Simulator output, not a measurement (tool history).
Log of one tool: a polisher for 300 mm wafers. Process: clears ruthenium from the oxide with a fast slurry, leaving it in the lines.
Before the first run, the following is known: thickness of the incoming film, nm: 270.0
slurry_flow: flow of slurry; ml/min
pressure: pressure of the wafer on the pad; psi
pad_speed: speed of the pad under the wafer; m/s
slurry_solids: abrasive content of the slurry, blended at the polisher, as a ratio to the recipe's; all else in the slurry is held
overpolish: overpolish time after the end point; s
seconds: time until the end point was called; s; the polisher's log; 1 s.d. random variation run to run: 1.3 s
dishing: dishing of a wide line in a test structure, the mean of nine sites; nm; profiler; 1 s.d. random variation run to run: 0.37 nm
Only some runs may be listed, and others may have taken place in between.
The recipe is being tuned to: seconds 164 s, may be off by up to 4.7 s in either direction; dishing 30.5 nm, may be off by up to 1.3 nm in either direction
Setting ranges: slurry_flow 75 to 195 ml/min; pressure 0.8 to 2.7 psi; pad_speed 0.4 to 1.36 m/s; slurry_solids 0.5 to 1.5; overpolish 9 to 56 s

{"run": 1, "hour": 0.0, "slurry_flow": 125, "pressure": 1.7, "pad_speed": 0.88, "slurry_solids": 1, "overpolish": 29, "seconds": 150.31, "dishing": 39.987}
{"run": 2, "hour": 7.4, "slurry_flow": 125, "pressure": 1.7, "pad_speed": 0.88, "slurry_solids": 1, "overpolish": 28, "seconds": 149.02, "dishing": 37.332}
{"run": 3, "hour": 9.4, "slurry_flow": 120, "pressure": 1.7, "pad_speed": 0.88, "slurry_solids": 1, "overpolish": 27, "seconds": 150.22, "dishing": 37.512}
{"run": 4, "hour": 11.0, "slurry_flow": 120, "pressure": 1.7, "pad_speed": 0.88, "slurry_solids": 1, "overpolish": 26, "seconds": 149.38, "dishing": 36.349}
{"run": 5, "hour": 18.1, "slurry_flow": 120, "pressure": 1.7, "pad_speed": 0.88, "slurry_solids": 1, "overpolish": 25, "seconds": 151.18, "dishing": 35.451}
{"run": 6, "hour": 25.9, "slurry_flow": 120, "pressure": 1.7, "pad_speed": 0.88, "slurry_solids": 1, "overpolish": 24, "seconds": 148.51, "dishing": 33.898}
{"run": 7, "hour": 33.1, "slurry_flow": 115, "pressure": 1.7, "pad_speed": 0.88, "slurry_solids": 1, "overpolish": 24, "seconds": 149.04, "dishing": 33.682}
{"run": 8, "hour": 38.2, "slurry_flow": 105, "pressure": 1.6, "pad_speed": 0.88, "slurry_solids": 1, "overpolish": 24, "seconds": 160.06, "dishing": 32.276}

Below are 4 possible settings for the next run. Only one of them brings all results inside the allowed miss of their targets. Which is it?
{"run": "A", "hour": 43.3, "slurry_flow": 80, "pressure": 1.5, "pad_speed": 0.9, "slurry_solids": 1.25, "overpolish": 22, "seconds": "?", "dishing": "?"}
{"run": "B", "hour": 43.3, "slurry_flow": 105, "pressure": 1.6, "pad_speed": 0.86, "slurry_solids": 1, "overpolish": 26, "seconds": "?", "dishing": "?"}
{"run": "C", "hour": 43.3, "slurry_flow": 75, "pressure": 1.5, "pad_speed": 0.96, "slurry_solids": 1.1, "overpolish": 21, "seconds": "?", "dishing": "?"}
{"run": "D", "hour": 43.3, "slurry_flow": 105, "pressure": 1.5, "pad_speed": 0.9, "slurry_solids": 1, "overpolish": 23, "seconds": "?", "dishing": "?"}

move=A seconds=151.78 dishing=30.917
move=B seconds=161.06 dishing=33.597
move=C seconds=152.17 dishing=29.744
move=D seconds=161.25 dishing=30.53
A: gets the furthest-off result to its target, but another result is out of tolerance
B: its largest miss is bigger than the last run's
C: gets the furthest-off result to its target, but another result is out of tolerance
D: every result lands within tolerance
Go with D: it meets all targets.
